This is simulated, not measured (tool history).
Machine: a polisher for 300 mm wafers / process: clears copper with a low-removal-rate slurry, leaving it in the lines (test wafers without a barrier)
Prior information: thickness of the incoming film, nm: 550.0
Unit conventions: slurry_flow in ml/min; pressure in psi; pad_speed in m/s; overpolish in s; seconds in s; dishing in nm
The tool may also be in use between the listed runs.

run,day,slurry_flow,pressure,pad_speed,slurry_solids,overpolish,seconds,dishing
1,0,140,4,1.28,1,15,129.9,38.557
2,0.233,140,4,1.28,1.2,15,124.11,37.865
3,0.362,140,3.6,1.28,1.2,15,133.59,36.123
4,0.596,115,3.6,1.28,1.2,15,147.44,35.716
5,0.871,110,3.6,1.28,1.2,15,143.16,33.259
6,1.233,110,4,1.28,1.2,15,132.56,37.903

Run 7, settings as shown, results not yet in. Your forecast:
7,1.317,110,3.9,1.28,1.2,16,?,?

seconds: 133.3 s
dishing: 38.687 nm

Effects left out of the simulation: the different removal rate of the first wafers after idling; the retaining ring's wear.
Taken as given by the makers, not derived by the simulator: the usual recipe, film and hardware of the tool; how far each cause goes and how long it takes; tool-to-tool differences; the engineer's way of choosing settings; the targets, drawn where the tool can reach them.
